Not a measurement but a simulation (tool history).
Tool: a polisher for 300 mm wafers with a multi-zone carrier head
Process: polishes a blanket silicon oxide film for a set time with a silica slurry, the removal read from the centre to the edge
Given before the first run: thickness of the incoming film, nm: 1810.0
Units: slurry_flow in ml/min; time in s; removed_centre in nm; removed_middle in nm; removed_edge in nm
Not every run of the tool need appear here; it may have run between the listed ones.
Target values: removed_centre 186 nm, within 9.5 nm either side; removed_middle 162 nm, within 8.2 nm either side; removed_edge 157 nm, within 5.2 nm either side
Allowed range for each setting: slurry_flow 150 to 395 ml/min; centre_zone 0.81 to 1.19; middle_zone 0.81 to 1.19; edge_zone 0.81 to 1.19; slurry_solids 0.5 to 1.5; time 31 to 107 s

| run | hour | slurry_flow | centre_zone | middle_zone | edge_zone | slurry_solids | time | removed_centre | removed_middle | removed_edge |
|---|---|---|---|---|---|---|---|---|---|---|
| 1 | 0 | 250 | 1 | 1 | 1 | 1 | 69 | 220.98 | 228.04 | 229.44 |
| 2 | 3.2 | 250 | 1 | 1 | 1 | 1 | 59 | 188.14 | 197.38 | 199.02 |
| 3 | 8.7 | 250 | 1.02 | 0.99 | 0.97 | 0.95 | 59 | 193.17 | 191.4 | 193.52 |
| 4 | 16.3 | 250 | 1.02 | 0.99 | 1 | 0.95 | 59 | 187.26 | 185.49 | 198.53 |
| 5 | 17.5 | 250 | 1.02 | 0.99 | 1.06 | 0.95 | 59 | 191.48 | 192.98 | 199.96 |
| 6 | 25.4 | 255 | 1.05 | 1.01 | 1.04 | 0.85 | 59 | 192.36 | 184.73 | 194.76 |
| 7 | 27 | 255 | 1.07 | 1.03 | 1.01 | 0.8 | 58 | 185.68 | 186.27 | 181.84 |
| 8 | 27.9 | 255 | 1.09 | 1.02 | 0.99 | 0.75 | 58 | 184.61 | 181.7 | 181.14 |
| 9 | 33.4 | 255 | 1.09 | 1.02 | 0.99 | 0.75 | 58 | 184.16 | 180.67 | 178.54 |

Next run, 4 choices. One meets every target within its allowed miss, the rest don't. Which?
| A | 38.9 | 230 | 1.17 | 1 | 1.02 | 0.75 | 48 | ? | ? | ? |
| B | 38.9 | 335 | 1.18 | 0.98 | 0.88 | 0.7 | 54 | ? | ? | ? |
| C | 38.9 | 235 | 1.01 | 1 | 1.05 | 0.75 | 64 | ? | ? | ? |
| D | 38.9 | 185 | 1.12 | 0.92 | 1.02 | 1.3 | 44 | ? | ? | ? |

| move | removed_centre | removed_middle | removed_edge |
|---|---|---|---|
| A | 163.97 | 141.62 | 147.07 |
| B | 188.24 | 158.14 | 155.24 |
| C | 191.23 | 189.29 | 199.05 |
| D | 164.89 | 138.69 | 155.27 |
A: carries the result that was furthest off beyond its target, to the other side
B: hits every target within its allowed miss
C: its largest miss is bigger than the last run's
D: brings the result that was furthest off to its target, and leaves another outside
Move B is the one to make.

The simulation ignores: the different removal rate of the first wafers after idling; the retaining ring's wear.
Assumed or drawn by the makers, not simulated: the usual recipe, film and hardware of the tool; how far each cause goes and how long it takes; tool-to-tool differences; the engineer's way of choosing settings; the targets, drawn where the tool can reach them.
